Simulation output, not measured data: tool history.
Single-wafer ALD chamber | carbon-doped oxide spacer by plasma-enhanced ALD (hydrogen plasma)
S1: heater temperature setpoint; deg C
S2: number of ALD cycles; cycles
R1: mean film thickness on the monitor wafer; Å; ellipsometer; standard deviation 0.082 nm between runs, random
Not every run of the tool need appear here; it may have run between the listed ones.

{"run": 1, "day": 0.0, "S1": 415, "S2": 314, "R1": 156.71}
{"run": 2, "day": 0.029, "S1": 417, "S2": 310, "R1": 154.21}
{"run": 3, "day": 0.242, "S1": 425, "S2": 310, "R1": 152.55}
{"run": 4, "day": 0.304, "S1": 425, "S2": 327, "R1": 159.95}
{"run": 5, "day": 0.538, "S1": 419, "S2": 327, "R1": 162.08}
{"run": 6, "day": 0.9, "S1": 419, "S2": 367, "R1": 180.06}
{"run": 7, "day": 1.146, "S1": 420, "S2": 351, "R1": 174.16}
{"run": 8, "day": 1.4, "S1": 421, "S2": 338, "R1": 168}

For run 9, what comes out?
{"run": 9, "day": 1.521, "S1": 421, "S2": 327, "R1": "?"}

Logged for run 9: R1 160.52 Å.
